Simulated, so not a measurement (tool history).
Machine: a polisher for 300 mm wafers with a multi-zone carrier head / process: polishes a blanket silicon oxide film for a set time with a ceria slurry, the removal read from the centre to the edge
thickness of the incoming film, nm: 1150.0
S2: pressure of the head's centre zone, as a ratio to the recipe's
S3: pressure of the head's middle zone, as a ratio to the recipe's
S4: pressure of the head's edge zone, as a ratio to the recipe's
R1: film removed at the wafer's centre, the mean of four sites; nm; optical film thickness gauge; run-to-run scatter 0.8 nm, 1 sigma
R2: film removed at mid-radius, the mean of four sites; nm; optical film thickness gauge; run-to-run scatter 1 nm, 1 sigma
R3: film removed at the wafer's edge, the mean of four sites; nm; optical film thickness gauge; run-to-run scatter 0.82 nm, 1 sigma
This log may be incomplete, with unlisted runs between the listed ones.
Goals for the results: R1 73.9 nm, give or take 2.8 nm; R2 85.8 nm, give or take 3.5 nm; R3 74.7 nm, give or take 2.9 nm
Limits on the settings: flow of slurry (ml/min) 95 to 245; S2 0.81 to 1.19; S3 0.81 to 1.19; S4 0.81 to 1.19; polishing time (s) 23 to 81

{"run": 1, "hour": 0.0, "flow of slurry (ml/min)": 155, "S2": 1, "S3": 1, "S4": 1, "polishing time (s)": 52, "R1": 139.01, "R2": 142.7, "R3": 145.33}
{"run": 2, "hour": 3.8, "flow of slurry (ml/min)": 155, "S2": 1, "S3": 1, "S4": 1, "polishing time (s)": 59, "R1": 158.04, "R2": 161.16, "R3": 160.82}
{"run": 3, "hour": 8.1, "flow of slurry (ml/min)": 155, "S2": 1, "S3": 1, "S4": 0.96, "polishing time (s)": 59, "R1": 159.11, "R2": 163.42, "R3": 160.77}
{"run": 4, "hour": 16.7, "flow of slurry (ml/min)": 140, "S2": 1, "S3": 1.02, "S4": 0.93, "polishing time (s)": 51, "R1": 134.39, "R2": 137.37, "R3": 134.54}
{"run": 5, "hour": 17.2, "flow of slurry (ml/min)": 135, "S2": 0.99, "S3": 1.05, "S4": 0.9, "polishing time (s)": 45, "R1": 115.52, "R2": 124.4, "R3": 116.59}
{"run": 6, "hour": 24.5, "flow of slurry (ml/min)": 135, "S2": 0.99, "S3": 1.05, "S4": 0.94, "polishing time (s)": 45, "R1": 117.65, "R2": 125.22, "R3": 120.15}
{"run": 7, "hour": 31.5, "flow of slurry (ml/min)": 135, "S2": 0.98, "S3": 1.07, "S4": 0.92, "polishing time (s)": 40, "R1": 101.81, "R2": 112.62, "R3": 104.46}
{"run": 8, "hour": 36.7, "flow of slurry (ml/min)": 135, "S2": 0.98, "S3": 1.07, "S4": 0.92, "polishing time (s)": 40, "R1": 99.957, "R2": 112.15, "R3": 104.32}
{"run": 9, "hour": 40.1, "flow of slurry (ml/min)": 135, "S2": 0.98, "S3": 1.08, "S4": 0.9, "polishing time (s)": 37, "R1": 93.963, "R2": 102.56, "R3": 93.991}
{"run": 10, "hour": 48.8, "flow of slurry (ml/min)": 140, "S2": 0.96, "S3": 1.08, "S4": 0.88, "polishing time (s)": 36, "R1": 91.709, "R2": 102.94, "R3": 92.5}
{"run": 11, "hour": 53.7, "flow of slurry (ml/min)": 120, "S2": 0.94, "S3": 1.09, "S4": 0.82, "polishing time (s)": 25, "R1": 60.81, "R2": 69.338, "R3": 61.63}
{"run": 12, "hour": 55.3, "flow of slurry (ml/min)": 135, "S2": 0.94, "S3": 1.09, "S4": 0.83, "polishing time (s)": 25, "R1": 62.573, "R2": 71.163, "R3": 61.873}
{"run": 13, "hour": 64.1, "flow of slurry (ml/min)": 180, "S2": 0.95, "S3": 1.13, "S4": 0.93, "polishing time (s)": 31, "R1": 81.825, "R2": 95.338, "R3": 83.48}
{"run": 14, "hour": 66.7, "flow of slurry (ml/min)": 180, "S2": 0.94, "S3": 1.12, "S4": 0.91, "polishing time (s)": 31, "R1": 80.824, "R2": 94.56, "R3": 83.071}
{"run": 15, "hour": 69.1, "flow of slurry (ml/min)": 180, "S2": 0.94, "S3": 1.12, "S4": 0.91, "polishing time (s)": 31, "R1": 81.624, "R2": 93.909, "R3": 84.308}
{"run": 16, "hour": 74.7, "flow of slurry (ml/min)": 180, "S2": 0.94, "S3": 1.12, "S4": 0.91, "polishing time (s)": 31, "R1": 82.447, "R2": 95.207, "R3": 81.541}
{"run": 17, "hour": 82.9, "flow of slurry (ml/min)": 175, "S2": 0.93, "S3": 1.11, "S4": 0.9, "polishing time (s)": 31, "R1": 78.487, "R2": 91.606, "R3": 83.984}
{"run": 18, "hour": 87.2, "flow of slurry (ml/min)": 170, "S2": 0.96, "S3": 1.15, "S4": 0.89, "polishing time (s)": 25, "R1": 65.645, "R2": 76.634, "R3": 66.21}

Pick the move, out of 4, that brings all results within their allowed miss; only one does.
{"run": "A", "hour": 91.5, "flow of slurry (ml/min)": 145, "S2": 0.84, "S3": 1.19, "S4": 0.94, "polishing time (s)": 24, "R1": "?", "R2": "?", "R3": "?"}
{"run": "B", "hour": 91.5, "flow of slurry (ml/min)": 115, "S2": 0.97, "S3": 1.19, "S4": 0.89, "polishing time (s)": 25, "R1": "?", "R2": "?", "R3": "?"}
{"run": "C", "hour": 91.5, "flow of slurry (ml/min)": 210, "S2": 0.95, "S3": 1.14, "S4": 0.93, "polishing time (s)": 27, "R1": "?", "R2": "?", "R3": "?"}
{"run": "D", "hour": 91.5, "flow of slurry (ml/min)": 145, "S2": 1.08, "S3": 1.12, "S4": 0.85, "polishing time (s)": 29, "R1": "?", "R2": "?", "R3": "?"}

move=A R1=53.117 R2=73.506 R3=64.275
move=B R1=60.74 R2=73.098 R3=63.326
move=C R1=72.137 R2=84.903 R3=75.099
move=D R1=82.657 R2=84.973 R3=74.481
A: moves away from the targets compared with the last run
B: moves away from the targets compared with the last run
C: in spec on every target
D: takes the biggest miss from the last run beyond its target
Move C is the one to make.
